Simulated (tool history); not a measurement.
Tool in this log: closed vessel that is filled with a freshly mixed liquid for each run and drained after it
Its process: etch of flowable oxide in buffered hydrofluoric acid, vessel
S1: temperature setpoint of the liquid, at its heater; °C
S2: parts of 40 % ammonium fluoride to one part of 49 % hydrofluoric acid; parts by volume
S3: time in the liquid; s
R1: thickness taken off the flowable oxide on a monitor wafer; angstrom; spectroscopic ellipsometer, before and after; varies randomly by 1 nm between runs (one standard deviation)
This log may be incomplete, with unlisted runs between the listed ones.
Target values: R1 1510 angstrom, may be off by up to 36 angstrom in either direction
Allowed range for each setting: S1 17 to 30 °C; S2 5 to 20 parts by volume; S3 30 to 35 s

| run | day | S1 | S2 | S3 | R1 |
|---|---|---|---|---|---|
| 1 | 0 | 22 | 12 | 35 | 868.1 |
| 2 | 0.079 | 20.5 | 12 | 35 | 810.16 |
| 3 | 0.142 | 23 | 11.5 | 35 | 973.59 |
| 4 | 0.229 | 25 | 11.5 | 35 | 1072.6 |
| 5 | 0.462 | 26.5 | 11 | 35 | 1213 |
| 6 | 0.783 | 26.5 | 9.5 | 35 | 1365.8 |
| 7 | 0.821 | 27 | 9.5 | 35 | 1422.2 |
| 8 | 0.992 | 27.5 | 9.5 | 35 | 1453.9 |

Exercise: of the 4 proposed moves below, exactly one satisfies all targets within the stated allowed misses. Which move is it?
| A | 1.162 | 28 | 8 | 30 | ? |
| B | 1.162 | 30 | 11.5 | 35 | ? |
| C | 1.162 | 28.5 | 9 | 35 | ? |
| D | 1.162 | 22.5 | 7.5 | 35 | ? |

| move | R1 |
|---|---|
| A | 1508.4 |
| B | 1406.3 |
| C | 1590.5 |
| D | 1401.9 |
A: each result inside its tolerance
B: moves away from the targets compared with the last run
C: the result that was furthest off in the last run now lies on the other side of its target
D: moves away from the targets compared with the last run
Answer: A

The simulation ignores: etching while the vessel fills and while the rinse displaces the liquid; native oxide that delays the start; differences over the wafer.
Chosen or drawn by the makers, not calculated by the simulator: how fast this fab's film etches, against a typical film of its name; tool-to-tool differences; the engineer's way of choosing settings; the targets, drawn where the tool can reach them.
